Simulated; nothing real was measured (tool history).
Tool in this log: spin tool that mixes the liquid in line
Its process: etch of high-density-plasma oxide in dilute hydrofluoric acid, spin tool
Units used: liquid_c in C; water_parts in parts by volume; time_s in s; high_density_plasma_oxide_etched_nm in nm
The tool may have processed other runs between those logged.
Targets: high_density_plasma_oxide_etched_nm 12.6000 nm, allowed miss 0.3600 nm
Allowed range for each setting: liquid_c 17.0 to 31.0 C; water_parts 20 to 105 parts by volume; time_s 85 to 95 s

run	hour	liquid_c	water_parts	time_s	high_density_plasma_oxide_etched_nm
1	0.0	23.0	55	85	9.4490
2	2.0	23.0	55	85	9.4761
3	9.9	24.0	55	85	9.8451
4	12.8	24.0	55	95	11.0090
5	20.0	24.5	55	95	11.1540
6	27.7	25.0	55	95	11.5410
7	33.3	25.5	55	95	11.7990
8	34.1	26.5	55	95	12.1420

5 next moves are on the table. One of them brings every result within its allowed miss. Which?
A	34.9	24.0	55	95	?
B	34.9	29.5	60	90	?
C	34.9	24.5	50	90	?
D	34.9	30.0	60	85	?
E	34.9	26.0	50	90	?

move	high_density_plasma_oxide_etched_nm
A	11.1090
B	11.9370
C	11.8950
D	11.4960
E	12.6450
A: further off than the last run
B: further off than the last run
C: further off than the last run
D: further off than the last run
E: hits every target within its allowed miss
The right move is E.
